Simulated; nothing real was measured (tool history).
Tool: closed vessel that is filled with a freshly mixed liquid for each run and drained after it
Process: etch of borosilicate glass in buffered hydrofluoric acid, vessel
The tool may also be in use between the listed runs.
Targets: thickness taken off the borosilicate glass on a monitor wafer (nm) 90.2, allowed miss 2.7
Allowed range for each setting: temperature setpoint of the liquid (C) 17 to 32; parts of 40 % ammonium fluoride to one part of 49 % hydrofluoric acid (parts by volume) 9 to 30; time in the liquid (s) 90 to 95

run,hour,temperature setpoint of the liquid (C),parts of 40 % ammonium fluoride to one part of 49 % hydrofluoric acid (parts by volume),time in the liquid (s),thickness taken off the borosilicate glass on a monitor wafer (nm)
1,0,24,24,90,48.044
2,2.6,25.5,22.5,90,54.438
3,11.4,25.5,22.5,95,58.371
4,13.2,25.5,25.5,95,53.278
5,21.4,22,25.5,95,43.727
6,23.1,22,25.5,95,44.161
7,30.2,26,18,95,71.366
8,33.1,27,18,95,74.703
9,35.7,28,18,95,79.585
10,37.1,28.5,18,95,81.524
11,45.7,28.5,18,95,82.032
12,47.7,29,18,95,84.619

Which single option among these 5 for the next run brings every result within its allowed miss of target? Just one does.
A,49.7,23,13,95,?
B,49.7,31,16.5,90,?
C,49.7,30.5,16.5,95,?
D,49.7,31,17.5,90,?
E,49.7,31.5,19.5,90,?

move,thickness taken off the borosilicate glass on a monitor wafer (nm)
A,82.807
B,94.517
C,97.224
D,89.187
E,82.255
A: misses by more than the last run did
B: takes the result that was furthest off past its target
C: takes the result that was furthest off past its target
D: all results in spec
E: misses by more than the last run did
Answer: D

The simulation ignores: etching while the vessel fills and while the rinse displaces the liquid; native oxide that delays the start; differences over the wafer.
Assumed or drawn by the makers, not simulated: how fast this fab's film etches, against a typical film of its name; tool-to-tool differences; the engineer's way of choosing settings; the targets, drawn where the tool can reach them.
